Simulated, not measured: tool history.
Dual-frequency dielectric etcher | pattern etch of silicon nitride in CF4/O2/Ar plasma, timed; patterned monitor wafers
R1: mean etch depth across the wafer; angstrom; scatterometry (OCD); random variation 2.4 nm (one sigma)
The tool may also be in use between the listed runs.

run 1 hour=0 | source_power_(W)=660 bias_power_(W)=60 Ar_flow_(sccm)=107 CF4_flow_(sccm)=90 etch_time_(s)=200.5 | R1=5424.9
run 2 hour=6.6 | source_power_(W)=660 bias_power_(W)=60 Ar_flow_(sccm)=98 CF4_flow_(sccm)=90 etch_time_(s)=200.5 | R1=5512.9
run 3 hour=11.2 | source_power_(W)=730 bias_power_(W)=60 Ar_flow_(sccm)=98 CF4_flow_(sccm)=90 etch_time_(s)=200.5 | R1=5949.1
run 4 hour=14.9 | source_power_(W)=730 bias_power_(W)=60 Ar_flow_(sccm)=98 CF4_flow_(sccm)=84 etch_time_(s)=200.5 | R1=5825.5
run 5 hour=15.6 | source_power_(W)=730 bias_power_(W)=60 Ar_flow_(sccm)=98 CF4_flow_(sccm)=94 etch_time_(s)=200.5 | R1=5945.4
run 6 hour=22.9 | source_power_(W)=640 bias_power_(W)=59 Ar_flow_(sccm)=98 CF4_flow_(sccm)=94 etch_time_(s)=200.5 | R1=5377
run 7 hour=30.5 | source_power_(W)=580 bias_power_(W)=58 Ar_flow_(sccm)=98 CF4_flow_(sccm)=94 etch_time_(s)=200.5 | R1=4947.6
run 8 hour=35.4 | source_power_(W)=580 bias_power_(W)=58 Ar_flow_(sccm)=98 CF4_flow_(sccm)=94 etch_time_(s)=200.5 | R1=5021.2
run 9 hour=41.1 | source_power_(W)=540 bias_power_(W)=58 Ar_flow_(sccm)=98 CF4_flow_(sccm)=94 etch_time_(s)=200.5 | R1=4723.9
run 10 hour=46.5 | source_power_(W)=520 bias_power_(W)=58 Ar_flow_(sccm)=98 CF4_flow_(sccm)=94 etch_time_(s)=200.5 | R1=4659.6

Run 11 comes next. What will it give?
run 11 hour=47.2 | source_power_(W)=500 bias_power_(W)=58 Ar_flow_(sccm)=98 CF4_flow_(sccm)=94 etch_time_(s)=200.5 | R1=?

{"run 11": {"R1": 4510.5}}

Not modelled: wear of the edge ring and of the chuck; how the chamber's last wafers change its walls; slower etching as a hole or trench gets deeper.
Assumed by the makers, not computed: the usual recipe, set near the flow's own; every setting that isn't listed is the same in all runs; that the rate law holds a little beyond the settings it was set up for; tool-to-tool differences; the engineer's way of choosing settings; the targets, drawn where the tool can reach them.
